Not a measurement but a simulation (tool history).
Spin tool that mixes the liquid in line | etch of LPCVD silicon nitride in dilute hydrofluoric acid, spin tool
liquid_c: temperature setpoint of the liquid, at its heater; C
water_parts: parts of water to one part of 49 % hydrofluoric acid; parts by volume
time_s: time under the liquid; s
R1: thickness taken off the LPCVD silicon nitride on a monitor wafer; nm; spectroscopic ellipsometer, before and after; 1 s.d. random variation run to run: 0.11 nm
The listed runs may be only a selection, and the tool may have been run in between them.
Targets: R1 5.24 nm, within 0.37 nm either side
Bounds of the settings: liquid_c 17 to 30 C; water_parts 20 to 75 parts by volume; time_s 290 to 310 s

run 1 hour=0 | liquid_c=22 water_parts=45 time_s=290 | R1=2.5008
run 2 hour=3.4 | liquid_c=24 water_parts=40 time_s=290 | R1=3.156
run 3 hour=7.1 | liquid_c=24 water_parts=50 time_s=290 | R1=2.4806
run 4 hour=12.3 | liquid_c=25.5 water_parts=45 time_s=290 | R1=3.1
run 5 hour=13.1 | liquid_c=25.5 water_parts=60 time_s=290 | R1=2.4784
run 6 hour=17.7 | liquid_c=27 water_parts=50 time_s=295 | R1=3.1561
run 7 hour=24.9 | liquid_c=28 water_parts=45 time_s=300 | R1=3.8514
run 8 hour=30 | liquid_c=30 water_parts=35 time_s=305 | R1=5.6372

Next run, 4 choices. One meets every target within its allowed miss, the rest don't. Which?
run A hour=35.1 | liquid_c=30 water_parts=30 time_s=310 | R1=?
run B hour=35.1 | liquid_c=28.5 water_parts=35 time_s=310 | R1=?
run C hour=35.1 | liquid_c=26.5 water_parts=25 time_s=310 | R1=?
run D hour=35.1 | liquid_c=29.5 water_parts=30 time_s=290 | R1=?

move=A R1=6.4311
move=B R1=5.0121
move=C R1=6.0714
move=D R1=5.8209
A: lands further from the targets than the last run did
B: every result within its allowed miss
C: lands further from the targets than the last run did
D: lands further from the targets than the last run did
Move B is the one to make.

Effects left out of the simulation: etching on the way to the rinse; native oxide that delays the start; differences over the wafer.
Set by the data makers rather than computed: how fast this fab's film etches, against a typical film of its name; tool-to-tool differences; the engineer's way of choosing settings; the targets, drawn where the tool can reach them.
